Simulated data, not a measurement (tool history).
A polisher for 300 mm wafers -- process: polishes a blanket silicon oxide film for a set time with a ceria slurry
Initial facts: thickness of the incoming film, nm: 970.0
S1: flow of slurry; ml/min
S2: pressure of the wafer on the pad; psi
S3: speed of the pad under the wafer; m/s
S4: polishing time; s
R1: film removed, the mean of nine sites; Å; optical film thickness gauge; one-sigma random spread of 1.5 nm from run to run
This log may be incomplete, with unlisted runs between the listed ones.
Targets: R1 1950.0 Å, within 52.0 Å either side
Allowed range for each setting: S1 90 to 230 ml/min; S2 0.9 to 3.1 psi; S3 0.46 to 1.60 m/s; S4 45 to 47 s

run    day   S1   S2    S3  S4      R1
  1  0.000  150  2.0  1.02  45  1022.1
  2  0.362  160  2.3  1.04  45  1228.8
  3  0.617  145  2.3  1.04  45  1210.0
  4  0.662  155  2.5  1.06  45  1336.0
  5  0.979  180  2.5  1.06  45  1379.5
  6  1.250  180  2.5  1.14  45  1486.6
  7  1.292  205  3.1  1.14  45  1853.4
  8  1.375  205  3.1  1.16  45  1882.9

Which of these 4 next moves meets every target?
  A  1.458  210  3.1  1.06  46   ?
  B  1.458  190  3.1  1.12  45   ?
  C  1.458  210  3.1  1.20  45   ?
  D  1.458  195  3.1  1.16  45   ?

move      R1
   A  1781.0
   B  1810.4
   C  1960.5
   D  1879.0
A: moves away from the targets compared with the last run
B: moves away from the targets compared with the last run
C: every result lands within tolerance
D: moves away from the targets compared with the last run
Move C is the one to make.
